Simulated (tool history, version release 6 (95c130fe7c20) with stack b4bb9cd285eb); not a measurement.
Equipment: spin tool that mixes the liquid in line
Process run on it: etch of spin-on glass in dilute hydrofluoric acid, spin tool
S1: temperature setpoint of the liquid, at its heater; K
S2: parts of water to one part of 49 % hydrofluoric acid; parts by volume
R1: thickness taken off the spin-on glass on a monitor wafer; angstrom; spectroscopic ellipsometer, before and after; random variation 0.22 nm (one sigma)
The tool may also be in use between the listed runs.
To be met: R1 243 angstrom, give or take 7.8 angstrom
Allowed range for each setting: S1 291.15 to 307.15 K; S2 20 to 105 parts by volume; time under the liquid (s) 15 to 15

run 1 hour=0 | S1=299.15 S2=55 time_under_the_liquid_(s)=15 | R1=98.308
run 2 hour=2.2 | S1=301.65 S2=45 time_under_the_liquid_(s)=15 | R1=137.31
run 3 hour=5 | S1=301.65 S2=45 time_under_the_liquid_(s)=15 | R1=135.54
run 4 hour=12.1 | S1=305.15 S2=45 time_under_the_liquid_(s)=15 | R1=157.36
run 5 hour=16.4 | S1=303.65 S2=45 time_under_the_liquid_(s)=15 | R1=148.33
run 6 hour=23.9 | S1=304.65 S2=40 time_under_the_liquid_(s)=15 | R1=175.85
run 7 hour=27.8 | S1=305.15 S2=35 time_under_the_liquid_(s)=15 | R1=204.43
run 8 hour=36.4 | S1=305.65 S2=35 time_under_the_liquid_(s)=15 | R1=207.32
run 9 hour=44.7 | S1=307.15 S2=30 time_under_the_liquid_(s)=15 | R1=261.53
run 10 hour=50.5 | S1=306.65 S2=30 time_under_the_liquid_(s)=15 | R1=252.02

Which of these 4 next moves meets every target?
run A hour=56.3 | S1=304.15 S2=30 time_under_the_liquid_(s)=15 | R1=?
run B hour=56.3 | S1=303.15 S2=30 time_under_the_liquid_(s)=15 | R1=?
run C hour=56.3 | S1=307.15 S2=35 time_under_the_liquid_(s)=15 | R1=?
run D hour=56.3 | S1=305.65 S2=30 time_under_the_liquid_(s)=15 | R1=?

move=A R1=226.34
move=B R1=217.49
move=C R1=216.38
move=D R1=240.16
A: moves the result that the last run missed by most past its target, out the other side
B: moves the result that the last run missed by most past its target, out the other side
C: moves the result that the last run missed by most past its target, out the other side
D: hits every target within its allowed miss
The move that meets every target is D.
